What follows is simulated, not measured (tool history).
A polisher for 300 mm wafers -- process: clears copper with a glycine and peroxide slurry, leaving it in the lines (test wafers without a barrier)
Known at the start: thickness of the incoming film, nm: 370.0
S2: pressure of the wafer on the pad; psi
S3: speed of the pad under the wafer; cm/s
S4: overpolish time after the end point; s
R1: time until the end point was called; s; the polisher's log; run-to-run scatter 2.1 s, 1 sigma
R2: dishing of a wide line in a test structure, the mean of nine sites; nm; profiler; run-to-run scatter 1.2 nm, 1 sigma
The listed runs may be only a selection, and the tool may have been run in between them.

{"run": 1, "day": 0.0, "flow of slurry (ml/min)": 175, "S2": 2.0, "S3": 86, "S4": 24, "R1": 97.81, "R2": 59.16}
{"run": 2, "day": 0.254, "flow of slurry (ml/min)": 175, "S2": 1.8, "S3": 84, "S4": 29, "R1": 107.5, "R2": 63.821}
{"run": 3, "day": 0.292, "flow of slurry (ml/min)": 145, "S2": 1.8, "S3": 84, "S4": 29, "R1": 107.68, "R2": 63.035}
{"run": 4, "day": 0.45, "flow of slurry (ml/min)": 145, "S2": 1.7, "S3": 82, "S4": 33, "R1": 110.42, "R2": 69.164}
{"run": 5, "day": 0.683, "flow of slurry (ml/min)": 145, "S2": 1.7, "S3": 102, "S4": 33, "R1": 97.555, "R2": 73.722}
{"run": 6, "day": 0.758, "flow of slurry (ml/min)": 145, "S2": 1.5, "S3": 102, "S4": 33, "R1": 106.27, "R2": 69.574}
{"day": 1.112, "done": "head pressure recalibrated"}
{"run": 7, "day": 1.112, "flow of slurry (ml/min)": 145, "S2": 1.4, "S3": 100, "S4": 36, "R1": 118.54, "R2": 66.862}

Run 8 has not been measured yet. What should we expect?
{"run": 8, "day": 1.483, "flow of slurry (ml/min)": 145, "S2": 1.4, "S3": 98, "S4": 38, "R1": "?", "R2": "?"}

R1: 118.490 s
R2: 70.232 nm

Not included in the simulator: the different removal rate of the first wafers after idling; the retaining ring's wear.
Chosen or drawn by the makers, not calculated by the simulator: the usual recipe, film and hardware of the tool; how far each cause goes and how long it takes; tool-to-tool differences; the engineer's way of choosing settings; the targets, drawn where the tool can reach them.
